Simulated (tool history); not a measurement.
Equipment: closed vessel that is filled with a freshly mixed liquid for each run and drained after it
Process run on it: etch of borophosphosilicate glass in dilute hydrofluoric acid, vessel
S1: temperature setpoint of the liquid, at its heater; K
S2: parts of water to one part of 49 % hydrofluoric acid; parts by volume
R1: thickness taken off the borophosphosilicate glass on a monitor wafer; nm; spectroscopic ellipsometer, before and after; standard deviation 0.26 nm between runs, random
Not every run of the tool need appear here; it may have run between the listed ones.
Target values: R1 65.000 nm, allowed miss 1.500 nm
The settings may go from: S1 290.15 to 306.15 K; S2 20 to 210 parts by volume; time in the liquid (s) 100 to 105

{"run": 1, "hour": 0.0, "S1": 298.15, "S2": 115, "time in the liquid (s)": 100, "R1": 31.898}
{"run": 2, "hour": 7.2, "S1": 298.15, "S2": 90, "time in the liquid (s)": 100, "R1": 42.007}
{"run": 3, "hour": 11.9, "S1": 300.65, "S2": 85, "time in the liquid (s)": 100, "R1": 49.952}
{"run": 4, "hour": 14.2, "S1": 302.15, "S2": 85, "time in the liquid (s)": 100, "R1": 52.473}
{"run": 5, "hour": 19.3, "S1": 302.15, "S2": 120, "time in the liquid (s)": 100, "R1": 35.339}
{"run": 6, "hour": 21.6, "S1": 303.15, "S2": 105, "time in the liquid (s)": 100, "R1": 42.826}
{"run": 7, "hour": 26.1, "S1": 304.15, "S2": 95, "time in the liquid (s)": 100, "R1": 50.191}
{"run": 8, "hour": 34.2, "S1": 304.65, "S2": 90, "time in the liquid (s)": 100, "R1": 54.106}
{"run": 9, "hour": 43.1, "S1": 305.15, "S2": 85, "time in the liquid (s)": 100, "R1": 59.397}
{"run": 10, "hour": 49.7, "S1": 305.65, "S2": 85, "time in the liquid (s)": 100, "R1": 60.156}
{"hour": 50.4, "done": "thermometer replaced"}
{"run": 11, "hour": 50.4, "S1": 306.15, "S2": 80, "time in the liquid (s)": 100, "R1": 68.667}
{"run": 12, "hour": 56.7, "S1": 305.65, "S2": 80, "time in the liquid (s)": 100, "R1": 66.917}

Exercise: of the 5 proposed moves below, exactly one satisfies all targets within the stated allowed misses. Which move is it?
{"run": "A", "hour": 63.0, "S1": 305.15, "S2": 85, "time in the liquid (s)": 105, "R1": "?"}
{"run": "B", "hour": 63.0, "S1": 306.15, "S2": 80, "time in the liquid (s)": 100, "R1": "?"}
{"run": "C", "hour": 63.0, "S1": 301.15, "S2": 70, "time in the liquid (s)": 105, "R1": "?"}
{"run": "D", "hour": 63.0, "S1": 304.65, "S2": 80, "time in the liquid (s)": 105, "R1": "?"}
{"run": "E", "hour": 63.0, "S1": 306.15, "S2": 85, "time in the liquid (s)": 105, "R1": "?"}

move=A R1=65.103
move=B R1=68.908
move=C R1=69.349
move=D R1=68.404
move=E R1=67.568
A: all results land within tolerance of their targets
B: its largest miss is bigger than the last run's
C: its largest miss is bigger than the last run's
D: its largest miss is bigger than the last run's
E: its largest miss is bigger than the last run's
Move A is the one to make.
